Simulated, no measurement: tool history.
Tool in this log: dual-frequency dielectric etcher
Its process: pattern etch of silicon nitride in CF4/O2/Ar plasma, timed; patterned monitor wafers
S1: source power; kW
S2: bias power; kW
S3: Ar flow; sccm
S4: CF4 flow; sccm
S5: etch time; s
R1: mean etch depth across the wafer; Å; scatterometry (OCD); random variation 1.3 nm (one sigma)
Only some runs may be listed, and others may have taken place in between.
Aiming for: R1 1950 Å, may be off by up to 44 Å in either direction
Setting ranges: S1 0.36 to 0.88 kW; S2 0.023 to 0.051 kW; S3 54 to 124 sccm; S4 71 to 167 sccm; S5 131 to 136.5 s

Run 1, hour 0: S1 0.62 kW, S2 0.037 kW, S3 89 sccm, S4 119 sccm, S5 131 s. Result: R1 2963 Å.
Run 2, hour 8.8: S1 0.62 kW, S2 0.033 kW, S3 89 sccm, S4 119 sccm, S5 131 s. Result: R1 2829.4 Å.
Run 3, hour 17: S1 0.62 kW, S2 0.033 kW, S3 89 sccm, S4 108 sccm, S5 131 s. Result: R1 2776.8 Å.
Run 4, hour 23.1: S1 0.62 kW, S2 0.033 kW, S3 101 sccm, S4 108 sccm, S5 131 s. Result: R1 2714.8 Å.
Run 5, hour 26.8: S1 0.59 kW, S2 0.033 kW, S3 101 sccm, S4 108 sccm, S5 131 s. Result: R1 2590.6 Å.
Run 6, hour 32.3: S1 0.59 kW, S2 0.033 kW, S3 101 sccm, S4 94 sccm, S5 131 s. Result: R1 2488 Å.
Run 7, hour 38.9: S1 0.57 kW, S2 0.033 kW, S3 101 sccm, S4 94 sccm, S5 131 s. Result: R1 2421.6 Å.
Run 8, hour 45.5: S1 0.55 kW, S2 0.033 kW, S3 101 sccm, S4 94 sccm, S5 131 s. Result: R1 2357 Å.
Run 9, hour 48.4: S1 0.53 kW, S2 0.033 kW, S3 101 sccm, S4 94 sccm, S5 131 s. Result: R1 2246.2 Å.
At hour 53.2: source power generator calibrated.
Run 10, hour 53.2: S1 0.53 kW, S2 0.033 kW, S3 101 sccm, S4 94 sccm, S5 131 s. Result: R1 2191.4 Å.
Run 11, hour 57.1: S1 0.52 kW, S2 0.033 kW, S3 101 sccm, S4 94 sccm, S5 131 s. Result: R1 2146 Å.
Run 12, hour 61.9: S1 0.51 kW, S2 0.033 kW, S3 101 sccm, S4 94 sccm, S5 131 s. Result: R1 2111.3 Å.
Run 13, hour 65.8: S1 0.51 kW, S2 0.033 kW, S3 101 sccm, S4 94 sccm, S5 131 s. Result: R1 2132.2 Å.
Run 14, hour 74.2: S1 0.44 kW, S2 0.033 kW, S3 101 sccm, S4 94 sccm, S5 131 s. Result: R1 1867.1 Å.

Exactly one of the 5 candidate moves below puts every result within its allowed miss. Which one?
Run A, hour 82.6: S1 0.46 kW, S2 0.033 kW, S3 93 sccm, S4 94 sccm, S5 136.5 s. Result: R1 ?.
Run B, hour 82.6: S1 0.4 kW, S2 0.031 kW, S3 92 sccm, S4 96 sccm, S5 134 s. Result: R1 ?.
Run C, hour 82.6: S1 0.46 kW, S2 0.037 kW, S3 118 sccm, S4 106 sccm, S5 133.5 s. Result: R1 ?.
Run D, hour 82.6: S1 0.47 kW, S2 0.032 kW, S3 112 sccm, S4 113 sccm, S5 131 s. Result: R1 ?.
Run E, hour 82.6: S1 0.42 kW, S2 0.033 kW, S3 104 sccm, S4 92 sccm, S5 131 s. Result: R1 ?.

move      R1
   A  2028.2
   B    1711
   C  2065.2
   D  1953.5
   E  1748.5
A: carries the result that was furthest off beyond its target, to the other side
B: lands further from the targets than the last run did
C: carries the result that was furthest off beyond its target, to the other side
D: all results land within tolerance of their targets
E: lands further from the targets than the last run did
D is the move that brings every result within its allowed miss.
